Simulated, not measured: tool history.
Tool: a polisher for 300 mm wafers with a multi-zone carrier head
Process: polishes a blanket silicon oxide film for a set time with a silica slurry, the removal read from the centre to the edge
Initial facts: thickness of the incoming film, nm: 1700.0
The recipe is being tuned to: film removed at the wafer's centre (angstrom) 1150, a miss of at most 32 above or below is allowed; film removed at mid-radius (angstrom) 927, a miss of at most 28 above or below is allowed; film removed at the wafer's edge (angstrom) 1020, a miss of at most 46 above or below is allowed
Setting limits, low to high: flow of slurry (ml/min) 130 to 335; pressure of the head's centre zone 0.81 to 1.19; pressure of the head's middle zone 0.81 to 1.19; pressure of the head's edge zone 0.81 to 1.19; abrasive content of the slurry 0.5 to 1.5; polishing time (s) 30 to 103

run,day,flow of slurry (ml/min),pressure of the head's centre zone,pressure of the head's middle zone,pressure of the head's edge zone,abrasive content of the slurry,polishing time (s),film removed at the wafer's centre (angstrom),film removed at mid-radius (angstrom),film removed at the wafer's edge (angstrom)
1,0,215,1,1,1,1,66,1523.8,1470.7,1505.1
2,0.229,215,1,1,1,1,77,1767.3,1728.9,1763.1
3,0.438,215,1.01,0.97,0.97,0.9,74,1611.9,1537.9,1549.6
4,0.717,210,1.02,0.94,0.97,0.8,72,1478.9,1361.8,1437.7
5,0.767,210,1.02,0.9,0.97,0.8,72,1489.4,1292.3,1414.3
6,1.138,205,1.02,0.88,0.95,0.75,71,1401.4,1191.2,1319.5
7,1.242,200,1.02,0.87,0.92,0.7,71,1334.2,1141.9,1249.1
8,1.546,195,1.02,0.86,0.9,0.65,71,1258.6,1067.7,1168
9,1.812,185,1.02,0.85,0.88,0.65,71,1227.1,1046.1,1186.9
10,1.917,190,1.02,0.84,0.87,0.6,71,1170.7,963.69,1083.2
11,1.971,195,1.02,0.84,0.86,0.6,71,1179.6,988.08,1073.6
12,2.221,195,1.02,0.83,0.85,0.6,71,1187.3,968.91,1076.9
13,2.421,195,1.02,0.83,0.84,0.6,71,1176.3,966.76,1084.7
14,2.446,200,1.02,0.83,0.83,0.6,71,1180.2,971.69,1076.6

4 candidate next runs follow, results not yet known. Just one meets every target within its allowed miss. Identify it.
A,2.471,175,1.03,0.92,0.81,0.5,81,?,?,?
B,2.471,230,1.07,0.82,0.81,0.7,61,?,?,?
C,2.471,195,1.03,0.82,0.83,0.6,68,?,?,?
D,2.471,250,1.19,0.9,0.81,0.55,66,?,?,?

move,film removed at the wafer's centre (angstrom),film removed at mid-radius (angstrom),film removed at the wafer's edge (angstrom)
A,1147.4,1036.8,1028.7
B,1221.4,962.07,1039.2
C,1141.6,936.58,1028.9
D,1242.1,948.69,946.2
A: the biggest miss grows against the last run
B: the biggest miss grows against the last run
C: meets every target
D: puts the biggest miss on target and leaves a different result outside tolerance
Correct choice: C, which meets every target
